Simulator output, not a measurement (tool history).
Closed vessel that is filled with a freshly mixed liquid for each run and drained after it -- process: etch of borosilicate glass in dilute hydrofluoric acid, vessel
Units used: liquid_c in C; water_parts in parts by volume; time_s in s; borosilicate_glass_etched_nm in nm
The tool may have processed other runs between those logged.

run 1 hour=0 | liquid_c=23 water_parts=225 time_s=70 | borosilicate_glass_etched_nm=9.7981
run 2 hour=3.4 | liquid_c=22.5 water_parts=225 time_s=70 | borosilicate_glass_etched_nm=9.8074
run 3 hour=9.8 | liquid_c=22.5 water_parts=305 time_s=70 | borosilicate_glass_etched_nm=6.6732
run 4 hour=17.6 | liquid_c=22.5 water_parts=305 time_s=55 | borosilicate_glass_etched_nm=5.2334
run 5 hour=19.9 | liquid_c=24.5 water_parts=295 time_s=55 | borosilicate_glass_etched_nm=5.8674
run 6 hour=26.3 | liquid_c=25 water_parts=275 time_s=55 | borosilicate_glass_etched_nm=6.6228

For run 7, what comes out?
run 7 hour=34.8 | liquid_c=29 water_parts=255 time_s=55 | borosilicate_glass_etched_nm=?

{"run 7": {"borosilicate_glass_etched_nm": 8.2735}}

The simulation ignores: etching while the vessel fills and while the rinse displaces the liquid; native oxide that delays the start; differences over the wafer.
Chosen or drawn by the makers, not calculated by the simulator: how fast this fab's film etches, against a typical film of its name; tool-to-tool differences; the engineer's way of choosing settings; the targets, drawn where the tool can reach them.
